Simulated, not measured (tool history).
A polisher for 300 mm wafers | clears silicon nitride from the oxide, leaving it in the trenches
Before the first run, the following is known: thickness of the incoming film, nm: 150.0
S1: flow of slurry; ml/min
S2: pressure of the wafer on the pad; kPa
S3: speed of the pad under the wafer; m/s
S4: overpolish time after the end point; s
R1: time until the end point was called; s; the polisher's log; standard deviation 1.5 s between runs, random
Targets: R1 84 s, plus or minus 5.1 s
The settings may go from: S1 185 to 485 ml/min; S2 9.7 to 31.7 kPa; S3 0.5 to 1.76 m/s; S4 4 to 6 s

Run 1, hour 0: S1 310 ml/min, S2 20.7 kPa, S3 1.12 m/s, S4 6 s. Result: R1 162.06 s.
Run 2, hour 3.6: S1 310 ml/min, S2 17.2 kPa, S3 1.12 m/s, S4 6 s. Result: R1 197 s.
Run 3, hour 10.5: S1 240 ml/min, S2 17.2 kPa, S3 1.12 m/s, S4 6 s. Result: R1 203.73 s.
Run 4, hour 17.7: S1 240 ml/min, S2 20 kPa, S3 1.12 m/s, S4 6 s. Result: R1 170.98 s.
At hour 19.5: worn pad replaced by a new one.
Run 5, hour 19.5: S1 240 ml/min, S2 20 kPa, S3 1.12 m/s, S4 6 s. Result: R1 158.65 s.
Run 6, hour 22.6: S1 240 ml/min, S2 24.1 kPa, S3 1.12 m/s, S4 6 s. Result: R1 130.61 s.
Run 7, hour 27: S1 240 ml/min, S2 25.5 kPa, S3 1.12 m/s, S4 6 s. Result: R1 123.63 s.
Run 8, hour 33.8: S1 240 ml/min, S2 26.9 kPa, S3 1.14 m/s, S4 6 s. Result: R1 114.69 s.

Below are 5 possible settings for the next run. Only one of them brings all results inside the allowed miss of their targets. Which is it?
Run A, hour 40.6: S1 220 ml/min, S2 26.2 kPa, S3 0.84 m/s, S4 6 s. Result: R1 ?.
Run B, hour 40.6: S1 290 ml/min, S2 31.7 kPa, S3 1.26 m/s, S4 5 s. Result: R1 ?.
Run C, hour 40.6: S1 190 ml/min, S2 24.1 kPa, S3 0.84 m/s, S4 4 s. Result: R1 ?.
Run D, hour 40.6: S1 290 ml/min, S2 15.9 kPa, S3 1.18 m/s, S4 4 s. Result: R1 ?.
Run E, hour 40.6: S1 190 ml/min, S2 22.8 kPa, S3 0.82 m/s, S4 6 s. Result: R1 ?.

move      R1
   A  155.59
   B   85.02
   C  171.22
   D  177.73
   E  185.55
A: its largest miss is bigger than the last run's
B: hits every target within its allowed miss
C: its largest miss is bigger than the last run's
D: its largest miss is bigger than the last run's
E: its largest miss is bigger than the last run's
The right move is B.
